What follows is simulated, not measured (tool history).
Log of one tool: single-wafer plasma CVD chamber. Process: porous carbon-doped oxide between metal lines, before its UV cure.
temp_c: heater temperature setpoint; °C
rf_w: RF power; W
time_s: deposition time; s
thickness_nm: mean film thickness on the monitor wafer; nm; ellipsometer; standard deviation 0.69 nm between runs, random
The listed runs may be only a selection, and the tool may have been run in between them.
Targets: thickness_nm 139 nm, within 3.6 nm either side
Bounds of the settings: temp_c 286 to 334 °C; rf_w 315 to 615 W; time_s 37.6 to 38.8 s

run 1 hour=0 | temp_c=310 rf_w=465 time_s=37.6 | thickness_nm=187.64
run 2 hour=5.9 | temp_c=310 rf_w=465 time_s=37.6 | thickness_nm=187.39
run 3 hour=14.7 | temp_c=320 rf_w=465 time_s=37.6 | thickness_nm=176.34
run 4 hour=21.2 | temp_c=325 rf_w=465 time_s=37.6 | thickness_nm=173.02
run 5 hour=23.3 | temp_c=327 rf_w=445 time_s=37.6 | thickness_nm=161.88
run 6 hour=30.4 | temp_c=327 rf_w=505 time_s=37.6 | thickness_nm=182.57
run 7 hour=36.6 | temp_c=328 rf_w=485 time_s=37.6 | thickness_nm=175.86
run 8 hour=41.2 | temp_c=329 rf_w=465 time_s=37.6 | thickness_nm=167.6
run 9 hour=45.6 | temp_c=330 rf_w=450 time_s=37.6 | thickness_nm=160.96
run 10 hour=52.4 | temp_c=331 rf_w=440 time_s=37.6 | thickness_nm=154.72
run 11 hour=56 | temp_c=332 rf_w=435 time_s=37.6 | thickness_nm=153.02

5 next moves are on the table. One of them brings every result within its allowed miss. Which?
run A hour=59.6 | temp_c=334 rf_w=385 time_s=37.6 | thickness_nm=?
run B hour=59.6 | temp_c=326 rf_w=430 time_s=38.7 | thickness_nm=?
run C hour=59.6 | temp_c=333 rf_w=400 time_s=37.6 | thickness_nm=?
run D hour=59.6 | temp_c=334 rf_w=390 time_s=37.6 | thickness_nm=?
run E hour=59.6 | temp_c=329 rf_w=450 time_s=38.8 | thickness_nm=?

move=A thickness_nm=131.81
move=B thickness_nm=161.09
move=C thickness_nm=138.83
move=D thickness_nm=133.92
move=E thickness_nm=167.23
A: carries the result that was furthest off beyond its target, to the other side
B: further off than the last run
C: in spec on every target
D: carries the result that was furthest off beyond its target, to the other side
E: further off than the last run
The move that meets every target is C.

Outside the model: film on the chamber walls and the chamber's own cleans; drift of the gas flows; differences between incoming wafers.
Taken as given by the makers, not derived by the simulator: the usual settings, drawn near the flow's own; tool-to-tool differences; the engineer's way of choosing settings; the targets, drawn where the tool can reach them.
